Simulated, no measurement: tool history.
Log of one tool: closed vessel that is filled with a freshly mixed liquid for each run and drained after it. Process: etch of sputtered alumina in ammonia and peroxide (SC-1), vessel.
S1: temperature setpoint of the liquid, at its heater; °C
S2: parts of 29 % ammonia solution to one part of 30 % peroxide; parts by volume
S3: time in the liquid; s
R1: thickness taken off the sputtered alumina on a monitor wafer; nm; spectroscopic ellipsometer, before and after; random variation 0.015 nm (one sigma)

Run 1, day 0.000: S1 48.0 °C, S2 0.4 parts by volume, S3 80 s. Result: R1 3.8006 nm.
Run 2, day 0.133: S1 46.5 °C, S2 0.4 parts by volume, S3 80 s. Result: R1 3.5136 nm.
Run 3, day 0.271: S1 46.5 °C, S2 0.4 parts by volume, S3 80 s. Result: R1 3.4335 nm.
Run 4, day 0.454: S1 46.5 °C, S2 0.3 parts by volume, S3 80 s. Result: R1 3.3497 nm.
Run 5, day 0.783: S1 45.5 °C, S2 0.3 parts by volume, S3 80 s. Result: R1 3.1539 nm.
Run 6, day 1.108: S1 45.5 °C, S2 0.3 parts by volume, S3 55 s. Result: R1 2.2012 nm.

Run 7 comes next. What will it give?
Run 7, day 1.196: S1 46.5 °C, S2 0.3 parts by volume, S3 55 s. Result: R1 ?.

R1: 2.3188 nm
